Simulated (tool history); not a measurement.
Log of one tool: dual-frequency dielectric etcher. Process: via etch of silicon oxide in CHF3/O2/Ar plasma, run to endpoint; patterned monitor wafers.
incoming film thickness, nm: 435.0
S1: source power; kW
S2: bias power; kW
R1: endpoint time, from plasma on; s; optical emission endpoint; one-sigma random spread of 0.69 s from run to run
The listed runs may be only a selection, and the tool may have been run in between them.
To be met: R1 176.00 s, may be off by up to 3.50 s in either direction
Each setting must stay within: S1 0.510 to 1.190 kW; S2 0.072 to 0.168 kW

run	hour	S1	S2	R1
1	0.0	0.850	0.120	204.84
2	1.9	0.940	0.123	195.46
3	4.3	0.940	0.106	205.83
4	11.7	1.020	0.113	196.47
5	14.8	1.070	0.119	189.63
6	17.6	1.110	0.123	186.14
7	22.7	1.140	0.127	182.02
8	25.0	1.160	0.129	180.34

Pick the move, out of 4, that brings all results within their allowed miss; only one does.
A	27.3	1.160	0.112	?
B	27.3	1.190	0.105	?
C	27.3	1.190	0.133	?
D	27.3	1.120	0.127	?

move	R1
A	188.46
B	190.29
C	177.23
D	183.75
A: misses by more than the last run did
B: misses by more than the last run did
C: each result inside its tolerance
D: misses by more than the last run did
Move C is the one to make.
